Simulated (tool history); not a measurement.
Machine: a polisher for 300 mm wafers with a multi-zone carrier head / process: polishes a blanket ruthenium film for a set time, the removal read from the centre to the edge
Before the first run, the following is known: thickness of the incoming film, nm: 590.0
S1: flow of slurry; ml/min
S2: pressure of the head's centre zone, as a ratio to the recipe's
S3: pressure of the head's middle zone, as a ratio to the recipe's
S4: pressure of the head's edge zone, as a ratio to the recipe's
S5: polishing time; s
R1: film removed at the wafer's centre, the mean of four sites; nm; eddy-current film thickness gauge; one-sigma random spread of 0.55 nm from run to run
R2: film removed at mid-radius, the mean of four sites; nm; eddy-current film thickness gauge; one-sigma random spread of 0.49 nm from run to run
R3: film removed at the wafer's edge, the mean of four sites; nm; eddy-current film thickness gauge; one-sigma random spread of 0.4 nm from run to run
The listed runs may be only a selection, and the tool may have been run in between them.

| run | hour | S1 | S2 | S3 | S4 | S5 | R1 | R2 | R3 |
|---|---|---|---|---|---|---|---|---|---|
| 1 | 0.0 | 190 | 1.00 | 1.00 | 1.00 | 39 | 34.918 | 33.687 | 34.254 |
| 2 | 5.2 | 195 | 1.01 | 1.00 | 1.02 | 41 | 36.548 | 35.183 | 36.647 |
| 3 | 7.1 | 195 | 0.96 | 1.00 | 1.02 | 41 | 35.087 | 35.756 | 36.012 |
| 4 | 10.5 | 200 | 0.99 | 1.01 | 1.04 | 42 | 37.032 | 36.780 | 38.023 |
| 5 | 15.7 | 205 | 1.01 | 1.03 | 1.05 | 43 | 39.371 | 39.308 | 38.473 |
| 6 | 17.0 | 205 | 1.01 | 1.03 | 1.05 | 35 | 31.270 | 31.431 | 31.392 |

Run 7 has not been measured yet. What should we expect?
| 7 | 18.9 | 205 | 1.02 | 1.03 | 1.06 | 37 | ? | ? | ? |

Run 7 produced R1 33.543 nm, R2 33.708 nm, R3 33.492 nm.
